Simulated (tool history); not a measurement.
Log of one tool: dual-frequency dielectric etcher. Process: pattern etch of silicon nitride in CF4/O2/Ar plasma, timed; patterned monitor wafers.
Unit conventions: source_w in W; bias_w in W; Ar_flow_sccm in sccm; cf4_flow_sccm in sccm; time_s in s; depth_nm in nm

run 1 day=0 | source_w=690 bias_w=52 Ar_flow_sccm=117 cf4_flow_sccm=89 time_s=87.5 | depth_nm=199.16
run 2 day=0.038 | source_w=680 bias_w=52 Ar_flow_sccm=117 cf4_flow_sccm=89 time_s=87.5 | depth_nm=196.2
run 3 day=0.338 | source_w=800 bias_w=52 Ar_flow_sccm=117 cf4_flow_sccm=89 time_s=87.5 | depth_nm=226.58
run 4 day=0.538 | source_w=700 bias_w=52 Ar_flow_sccm=117 cf4_flow_sccm=89 time_s=87.5 | depth_nm=200.78
run 5 day=0.621 | source_w=680 bias_w=52 Ar_flow_sccm=117 cf4_flow_sccm=89 time_s=87.5 | depth_nm=195.84
run 6 day=0.783 | source_w=770 bias_w=52 Ar_flow_sccm=117 cf4_flow_sccm=89 time_s=87.5 | depth_nm=217.77
run 7 day=1.025 | source_w=750 bias_w=52 Ar_flow_sccm=117 cf4_flow_sccm=89 time_s=87.5 | depth_nm=213.1
run 8 day=1.242 | source_w=730 bias_w=52 Ar_flow_sccm=117 cf4_flow_sccm=89 time_s=87.5 | depth_nm=207.21
run 9 day=1.342 | source_w=710 bias_w=52 Ar_flow_sccm=117 cf4_flow_sccm=89 time_s=87.5 | depth_nm=202.64
-- day=1.592 Ar flow controller replaced
run 10 day=1.592 | source_w=690 bias_w=52 Ar_flow_sccm=117 cf4_flow_sccm=89 time_s=87.5 | depth_nm=197.8

What does the tool deliver on the next run?
run 11 day=1.792 | source_w=680 bias_w=52 Ar_flow_sccm=117 cf4_flow_sccm=89 time_s=87.5 | depth_nm=?

{"run 11": {"depth_nm": 196.48}}
